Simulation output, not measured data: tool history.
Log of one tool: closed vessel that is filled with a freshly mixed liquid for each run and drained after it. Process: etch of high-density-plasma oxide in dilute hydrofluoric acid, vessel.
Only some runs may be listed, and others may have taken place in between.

run	hour	temperature setpoint of the liquid (K)	parts of water to one part of 49 % hydrofluoric acid (parts by volume)	time in the liquid (s)	thickness taken off the high-density-plasma oxide on a monitor wafer (Å)
1	0.0	296.15	85	145	96.295
2	1.1	299.65	85	145	110.380
3	7.8	299.65	85	155	117.080
4	10.6	300.65	75	155	141.170
5	18.1	301.65	70	155	157.960
6	24.2	301.65	90	155	118.770
7	32.2	302.15	80	155	138.640
8	36.4	304.15	50	155	252.020

Run 9, settings as shown, results not yet in. Your forecast:
9	42.0	303.15	50	155	?

For run 9 the tool returned thickness taken off the high-density-plasma oxide on a monitor wafer (Å) 243.040.

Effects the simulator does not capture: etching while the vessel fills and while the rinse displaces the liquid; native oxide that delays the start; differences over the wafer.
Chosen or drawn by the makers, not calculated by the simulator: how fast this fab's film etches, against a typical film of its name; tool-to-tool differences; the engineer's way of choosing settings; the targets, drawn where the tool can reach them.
